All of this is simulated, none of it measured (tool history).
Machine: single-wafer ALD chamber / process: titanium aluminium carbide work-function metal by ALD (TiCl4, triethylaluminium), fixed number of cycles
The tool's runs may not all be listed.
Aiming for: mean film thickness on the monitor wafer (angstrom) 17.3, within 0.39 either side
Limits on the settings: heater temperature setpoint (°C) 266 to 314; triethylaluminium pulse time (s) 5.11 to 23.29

run  hour  heater temperature setpoint (°C)  triethylaluminium pulse time (s)  mean film thickness on the monitor wafer (angstrom)
  1     0                               290                              14.2                                               19.196
  2     7                               290                             15.74                                               19.276
  3  10.2                               288                             15.53                                                19.15
  4  11.8                               286                             15.16                                               18.949
  5  20.3                               286                             16.76                                                18.87
  6  20.9                               280                             16.76                                                18.48
  7  24.8                               280                             16.76                                               18.455
  8  27.3                               279                             16.65                                               18.229
  9  33.8                               278                              16.6                                               18.374
 10  35.4                               277                             16.52                                               18.046
 11    43                               276                             16.45                                               18.034
 12  44.3                               275                             16.39                                               17.796

Of the 5 settings listed for the next run, only one would bring every result within its allowed miss of target. Which one?
  A  45.6                               269                             15.55                                                    ?
  B  45.6                               280                              17.3                                                    ?
  C  45.6                               281                             14.55                                                    ?
  D  45.6                               278                              19.8                                                    ?
  E  45.6                               280                             16.82                                                    ?

move  mean film thickness on the monitor wafer (angstrom)
   A                                               17.312
   B                                               18.399
   C                                               18.366
   D                                               18.271
   E                                               18.383
A: every result within its allowed miss
B: its largest miss is bigger than the last run's
C: its largest miss is bigger than the last run's
D: its largest miss is bigger than the last run's
E: its largest miss is bigger than the last run's
So the answer is move A, the one that meets all the targets.
